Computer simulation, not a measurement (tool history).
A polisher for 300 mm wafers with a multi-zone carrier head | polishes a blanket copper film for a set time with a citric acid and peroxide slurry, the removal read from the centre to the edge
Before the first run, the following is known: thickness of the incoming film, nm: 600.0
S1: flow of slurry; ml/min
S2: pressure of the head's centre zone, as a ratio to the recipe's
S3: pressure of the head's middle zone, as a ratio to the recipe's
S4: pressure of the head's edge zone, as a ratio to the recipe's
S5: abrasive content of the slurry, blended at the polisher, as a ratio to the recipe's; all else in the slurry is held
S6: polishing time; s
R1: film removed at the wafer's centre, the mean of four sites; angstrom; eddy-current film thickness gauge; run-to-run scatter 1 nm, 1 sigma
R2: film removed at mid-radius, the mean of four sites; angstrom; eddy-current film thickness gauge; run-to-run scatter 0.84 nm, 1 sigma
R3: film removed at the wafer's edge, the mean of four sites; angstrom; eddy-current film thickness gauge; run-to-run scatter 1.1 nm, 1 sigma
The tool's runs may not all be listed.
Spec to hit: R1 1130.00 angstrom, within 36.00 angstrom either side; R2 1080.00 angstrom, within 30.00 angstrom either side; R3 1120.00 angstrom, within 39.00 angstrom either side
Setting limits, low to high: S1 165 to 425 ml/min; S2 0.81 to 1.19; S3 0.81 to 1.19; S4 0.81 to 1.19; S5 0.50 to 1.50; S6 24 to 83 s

run 1 hour=0.0 | S1=275 S2=1.00 S3=1.00 S4=1.00 S5=1.00 S6=53 | R1=920.46 R2=852.72 R3=819.42
run 2 hour=3.7 | S1=275 S2=1.00 S3=1.00 S4=1.00 S5=1.00 S6=61 | R1=1043.30 R2=984.40 R3=968.74
run 3 hour=9.5 | S1=285 S2=1.01 S3=1.01 S4=1.05 S5=1.05 S6=61 | R1=1071.90 R2=1009.30 R3=1000.10
run 4 hour=14.9 | S1=285 S2=1.01 S3=0.98 S4=1.05 S5=1.05 S6=61 | R1=1093.40 R2=975.15 R3=1003.40
run 5 hour=22.7 | S1=295 S2=1.00 S3=0.99 S4=1.08 S5=1.10 S6=61 | R1=1098.10 R2=999.03 R3=1009.10
run 6 hour=31.1 | S1=295 S2=1.00 S3=1.03 S4=1.08 S5=1.10 S6=61 | R1=1096.00 R2=1031.70 R3=1013.10
run 7 hour=37.8 | S1=295 S2=1.00 S3=1.03 S4=1.08 S5=1.10 S6=61 | R1=1103.90 R2=1047.30 R3=1029.90
run 8 hour=43.0 | S1=290 S2=0.99 S3=1.03 S4=1.11 S5=1.15 S6=61 | R1=1098.20 R2=1035.60 R3=1030.40

Exactly one of the 5 candidate moves below puts every result within its allowed miss. Which one?
run A hour=48.2 | S1=240 S2=0.94 S3=0.99 S4=1.16 S5=1.00 S6=65 | R1=? R2=? R3=?
run B hour=48.2 | S1=260 S2=0.93 S3=0.90 S4=1.15 S5=0.95 S6=67 | R1=? R2=? R3=?
run C hour=48.2 | S1=280 S2=1.17 S3=1.00 S4=0.95 S5=1.25 S6=57 | R1=? R2=? R3=?
run D hour=48.2 | S1=280 S2=0.94 S3=0.96 S4=1.06 S5=0.90 S6=71 | R1=? R2=? R3=?
run E hour=48.2 | S1=315 S2=1.19 S3=1.15 S4=1.04 S5=1.25 S6=52 | R1=? R2=? R3=?

move=A R1=1048.50 R2=1020.70 R3=1093.70
move=B R1=1065.90 R2=967.95 R3=1117.20
move=C R1=1241.60 R2=976.45 R3=947.13
move=D R1=1136.20 R2=1075.90 R3=1130.90
move=E R1=1169.40 R2=1016.00 R3=904.65
A: meets the target for the result that was furthest off, but another lies outside its allowed miss
B: meets the target for the result that was furthest off, but another lies outside its allowed miss
C: the biggest miss grows against the last run
D: hits every target within its allowed miss
E: the biggest miss grows against the last run
The right move is D.
